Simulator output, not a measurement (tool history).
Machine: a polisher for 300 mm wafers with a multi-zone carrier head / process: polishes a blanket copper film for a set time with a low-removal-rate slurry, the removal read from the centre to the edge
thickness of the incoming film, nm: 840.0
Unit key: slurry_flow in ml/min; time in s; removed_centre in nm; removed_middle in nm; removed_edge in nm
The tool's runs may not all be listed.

{"run": 1, "hour": 0.0, "slurry_flow": 235, "centre_zone": 1, "middle_zone": 1, "edge_zone": 1, "slurry_solids": 1, "time": 79, "removed_centre": 209.59, "removed_middle": 207.45, "removed_edge": 213.6}
{"run": 2, "hour": 5.6, "slurry_flow": 235, "centre_zone": 1, "middle_zone": 1, "edge_zone": 1.05, "slurry_solids": 1, "time": 79, "removed_centre": 208.53, "removed_middle": 216.42, "removed_edge": 218.59}
{"run": 3, "hour": 9.3, "slurry_flow": 240, "centre_zone": 1.01, "middle_zone": 1.01, "edge_zone": 1.07, "slurry_solids": 1.05, "time": 80, "removed_centre": 217.72, "removed_middle": 222.22, "removed_edge": 225.06}
{"run": 4, "hour": 11.1, "slurry_flow": 240, "centre_zone": 1.02, "middle_zone": 1.02, "edge_zone": 1.08, "slurry_solids": 1.1, "time": 82, "removed_centre": 228.59, "removed_middle": 225.37, "removed_edge": 235.66}
{"run": 5, "hour": 16.2, "slurry_flow": 260, "centre_zone": 1.02, "middle_zone": 1.02, "edge_zone": 1.08, "slurry_solids": 1.1, "time": 82, "removed_centre": 229.83, "removed_middle": 226.88, "removed_edge": 238.83}
{"run": 6, "hour": 21.2, "slurry_flow": 260, "centre_zone": 1.02, "middle_zone": 1.02, "edge_zone": 1.08, "slurry_solids": 1.3, "time": 82, "removed_centre": 239.01, "removed_middle": 241.29, "removed_edge": 245.07}
{"run": 7, "hour": 28.8, "slurry_flow": 260, "centre_zone": 1.03, "middle_zone": 1.04, "edge_zone": 1.09, "slurry_solids": 1.35, "time": 83, "removed_centre": 245.52, "removed_middle": 254.06, "removed_edge": 256.61}

What does the tool deliver on the next run?
{"run": 8, "hour": 32.4, "slurry_flow": 265, "centre_zone": 1.05, "middle_zone": 1.06, "edge_zone": 1.09, "slurry_solids": 1.35, "time": 83, "removed_centre": "?", "removed_middle": "?", "removed_edge": "?"}

Run 8 yielded removed_centre 253.29 nm, removed_middle 246.94 nm, removed_edge 254.68 nm.
